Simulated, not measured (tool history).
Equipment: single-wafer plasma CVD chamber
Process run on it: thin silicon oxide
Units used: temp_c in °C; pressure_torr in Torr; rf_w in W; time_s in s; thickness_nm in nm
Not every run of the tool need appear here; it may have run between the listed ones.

run,hour,temp_c,pressure_torr,rf_w,time_s,thickness_nm
1,0,380,0.738,255,4.85,8.4546
2,0.9,380,0.705,255,4.85,8.1946
3,8.3,380,0.705,225,4.85,7.9479
4,13,371,0.705,225,4.85,7.9378
5,15.8,371,0.705,225,4.85,8.0444
6,23.1,371,0.68,225,4.84,7.835
# hour 24.3: thermocouple changed; heater temperature recalibrated
7,24.3,371,0.657,225,4.84,7.569

For run 8, what comes out?
8,28.1,371,0.643,225,4.84,?

For run 8 the tool returned thickness_nm 7.4202 nm.

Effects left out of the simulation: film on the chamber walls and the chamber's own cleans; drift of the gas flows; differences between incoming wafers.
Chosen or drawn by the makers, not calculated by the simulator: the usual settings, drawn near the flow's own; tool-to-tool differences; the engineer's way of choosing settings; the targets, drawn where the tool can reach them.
